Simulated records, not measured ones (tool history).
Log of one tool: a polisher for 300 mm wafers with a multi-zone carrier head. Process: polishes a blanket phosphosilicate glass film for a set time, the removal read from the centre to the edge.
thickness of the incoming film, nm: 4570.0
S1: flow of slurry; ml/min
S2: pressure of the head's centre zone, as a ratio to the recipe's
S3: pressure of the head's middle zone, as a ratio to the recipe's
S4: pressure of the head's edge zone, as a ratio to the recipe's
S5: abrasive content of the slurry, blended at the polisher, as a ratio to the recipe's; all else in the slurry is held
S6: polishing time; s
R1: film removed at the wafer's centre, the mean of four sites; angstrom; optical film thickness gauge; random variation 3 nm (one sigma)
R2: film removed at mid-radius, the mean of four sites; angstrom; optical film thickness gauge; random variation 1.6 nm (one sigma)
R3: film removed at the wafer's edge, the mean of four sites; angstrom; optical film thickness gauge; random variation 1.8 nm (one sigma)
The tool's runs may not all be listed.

run 1 hour=0.0 | S1=215 S2=1.00 S3=1.00 S4=1.00 S5=1.00 S6=41 | R1=3193.1 R2=3307.6 R3=3220.5
run 2 hour=6.9 | S1=215 S2=1.00 S3=1.00 S4=1.00 S5=1.00 S6=48 | R1=3748.6 R2=3827.2 R3=3822.0
run 3 hour=8.9 | S1=205 S2=0.99 S3=0.97 S4=0.99 S5=0.90 S6=47 | R1=3474.3 R2=3487.1 R3=3505.7
run 4 hour=15.3 | S1=195 S2=0.97 S3=0.94 S4=1.00 S5=0.85 S6=46 | R1=3187.0 R2=3192.6 R3=3379.7
run 5 hour=18.9 | S1=195 S2=0.97 S3=0.94 S4=1.00 S5=1.05 S6=46 | R1=3536.3 R2=3585.2 R3=3743.6
run 6 hour=26.3 | S1=195 S2=0.97 S3=0.89 S4=1.00 S5=1.05 S6=46 | R1=3588.7 R2=3451.4 R3=3691.1
run 7 hour=27.3 | S1=190 S2=0.96 S3=0.88 S4=0.99 S5=0.95 S6=46 | R1=3337.4 R2=3171.5 R3=3485.6
run 8 hour=33.5 | S1=185 S2=0.94 S3=0.87 S4=0.97 S5=0.85 S6=46 | R1=3070.2 R2=2993.3 R3=3251.9
run 9 hour=38.9 | S1=180 S2=0.94 S3=0.86 S4=0.96 S5=0.80 S6=46 | R1=3042.7 R2=2827.3 R3=3145.5
run 10 hour=39.6 | S1=175 S2=0.92 S3=0.85 S4=0.94 S5=0.75 S6=46 | R1=2796.2 R2=2657.2 R3=3032.7
run 11 hour=46.5 | S1=175 S2=0.92 S3=0.85 S4=0.92 S5=0.70 S6=46 | R1=2675.5 R2=2588.1 R3=2856.6
run 12 hour=51.4 | S1=140 S2=0.92 S3=0.81 S4=0.93 S5=0.50 S6=45 | R1=2070.6 R2=1901.2 R3=2183.6

Run 13 comes next. What will it give?
run 13 hour=56.6 | S1=200 S2=0.91 S3=0.83 S4=0.96 S5=0.50 S6=45 | R1=? R2=? R3=?

Run 13 gave R1 2144.2 angstrom, R2 2042.5 angstrom, R3 2326.2 angstrom.

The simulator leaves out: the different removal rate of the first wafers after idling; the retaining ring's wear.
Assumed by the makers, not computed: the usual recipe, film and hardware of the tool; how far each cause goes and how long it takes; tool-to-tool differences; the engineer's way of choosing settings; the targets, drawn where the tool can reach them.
